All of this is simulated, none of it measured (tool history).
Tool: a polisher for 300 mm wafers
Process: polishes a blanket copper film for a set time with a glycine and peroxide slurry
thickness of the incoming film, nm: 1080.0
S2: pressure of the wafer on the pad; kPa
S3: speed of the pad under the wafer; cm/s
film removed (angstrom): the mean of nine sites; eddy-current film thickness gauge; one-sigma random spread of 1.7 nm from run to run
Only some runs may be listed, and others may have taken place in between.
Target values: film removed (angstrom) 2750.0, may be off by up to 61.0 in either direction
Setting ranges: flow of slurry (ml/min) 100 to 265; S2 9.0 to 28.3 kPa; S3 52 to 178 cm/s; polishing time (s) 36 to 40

{"run": 1, "day": 0.0, "flow of slurry (ml/min)": 170, "S2": 18.6, "S3": 114, "polishing time (s)": 40, "film removed (angstrom)": 2236.4}
{"run": 2, "day": 0.117, "flow of slurry (ml/min)": 185, "S2": 20.0, "S3": 114, "polishing time (s)": 40, "film removed (angstrom)": 2383.6}
{"run": 3, "day": 0.371, "flow of slurry (ml/min)": 190, "S2": 20.7, "S3": 114, "polishing time (s)": 40, "film removed (angstrom)": 2420.3}
{"run": 4, "day": 0.604, "flow of slurry (ml/min)": 190, "S2": 20.7, "S3": 134, "polishing time (s)": 40, "film removed (angstrom)": 2682.8}
{"run": 5, "day": 0.875, "flow of slurry (ml/min)": 190, "S2": 20.7, "S3": 134, "polishing time (s)": 36, "film removed (angstrom)": 2435.7}
{"run": 6, "day": 0.921, "flow of slurry (ml/min)": 160, "S2": 20.7, "S3": 134, "polishing time (s)": 36, "film removed (angstrom)": 2365.1}
{"run": 7, "day": 1.2, "flow of slurry (ml/min)": 185, "S2": 21.4, "S3": 134, "polishing time (s)": 36, "film removed (angstrom)": 2442.8}
{"run": 8, "day": 1.542, "flow of slurry (ml/min)": 200, "S2": 22.1, "S3": 134, "polishing time (s)": 36, "film removed (angstrom)": 2541.2}
{"run": 9, "day": 1.879, "flow of slurry (ml/min)": 205, "S2": 22.8, "S3": 134, "polishing time (s)": 36, "film removed (angstrom)": 2624.8}
{"run": 10, "day": 2.146, "flow of slurry (ml/min)": 215, "S2": 22.8, "S3": 134, "polishing time (s)": 36, "film removed (angstrom)": 2611.5}
{"run": 11, "day": 2.433, "flow of slurry (ml/min)": 215, "S2": 23.4, "S3": 134, "polishing time (s)": 36, "film removed (angstrom)": 2640.5}

Exercise: of the 4 proposed moves below, exactly one satisfies all targets within the stated allowed misses. Which move is it?
{"run": "A", "day": 2.721, "flow of slurry (ml/min)": 225, "S2": 22.1, "S3": 140, "polishing time (s)": 37, "film removed (angstrom)": "?"}
{"run": "B", "day": 2.721, "flow of slurry (ml/min)": 235, "S2": 24.8, "S3": 124, "polishing time (s)": 39, "film removed (angstrom)": "?"}
{"run": "C", "day": 2.721, "flow of slurry (ml/min)": 215, "S2": 22.8, "S3": 124, "polishing time (s)": 37, "film removed (angstrom)": "?"}
{"run": "D", "day": 2.721, "flow of slurry (ml/min)": 230, "S2": 24.1, "S3": 120, "polishing time (s)": 37, "film removed (angstrom)": "?"}

move=A film_removed_(angstrom)=2751.8
move=B film_removed_(angstrom)=2934.2
move=C film_removed_(angstrom)=2589.2
move=D film_removed_(angstrom)=2667.0
A: hits every target within its allowed miss
B: carries the result that was furthest off beyond its target, to the other side
C: lands further from the targets than the last run did
D: moves toward the targets from the last run without getting all of them in spec
The move that meets every target is A.

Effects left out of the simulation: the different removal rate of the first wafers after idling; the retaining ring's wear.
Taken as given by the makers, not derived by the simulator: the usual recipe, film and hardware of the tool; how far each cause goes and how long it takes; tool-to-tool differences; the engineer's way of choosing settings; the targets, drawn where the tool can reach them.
